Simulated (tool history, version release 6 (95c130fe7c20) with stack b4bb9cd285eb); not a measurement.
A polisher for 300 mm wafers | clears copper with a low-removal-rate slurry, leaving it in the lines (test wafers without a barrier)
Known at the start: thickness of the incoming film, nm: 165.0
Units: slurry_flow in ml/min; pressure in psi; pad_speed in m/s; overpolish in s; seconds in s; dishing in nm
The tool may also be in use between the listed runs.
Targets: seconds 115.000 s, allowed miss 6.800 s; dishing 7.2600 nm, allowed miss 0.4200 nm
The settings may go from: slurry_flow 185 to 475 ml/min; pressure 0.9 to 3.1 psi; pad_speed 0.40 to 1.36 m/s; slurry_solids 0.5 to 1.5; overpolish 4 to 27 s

run  hour  slurry_flow  pressure  pad_speed  slurry_solids  overpolish  seconds  dishing
  1   0.0          305       2.0       0.88            1.0          14   95.704  20.0660
  2   2.0          305       1.8       0.88            1.0          11  108.800  14.0590
  3   9.8          305       1.6       0.88            1.0          11  118.770  12.6220
  4  17.7          305       1.5       0.92            1.0           9  122.560  10.0490
  5  22.6          305       1.5       0.96            1.0           7  117.430   8.5976
  6  24.4          305       1.3       0.96            1.0           7  132.670   6.9136
  7  28.6          305       1.3       0.98            1.0           7  131.230   7.2884
  8  37.4          305       1.3       1.00            1.0           6  126.850   6.1926

Which of these 4 next moves meets every target?
  A  46.2          300       1.3       1.00            0.9           7        ?        ?
  B  46.2          245       1.2       1.24            1.0           7        ?        ?
  C  46.2          285       1.2       1.14            0.8           7        ?        ?
  D  46.2          340       1.5       0.96            1.0           6        ?        ?

move  seconds  dishing
   A  134.330   7.0360
   B  117.940   7.9727
   C  134.590   7.0145
   D  116.140   6.9899
A: brings the result that was furthest off to its target, and leaves another outside
B: takes the result that was furthest off past its target
C: brings the result that was furthest off to its target, and leaves another outside
D: meets every target
Answer: D

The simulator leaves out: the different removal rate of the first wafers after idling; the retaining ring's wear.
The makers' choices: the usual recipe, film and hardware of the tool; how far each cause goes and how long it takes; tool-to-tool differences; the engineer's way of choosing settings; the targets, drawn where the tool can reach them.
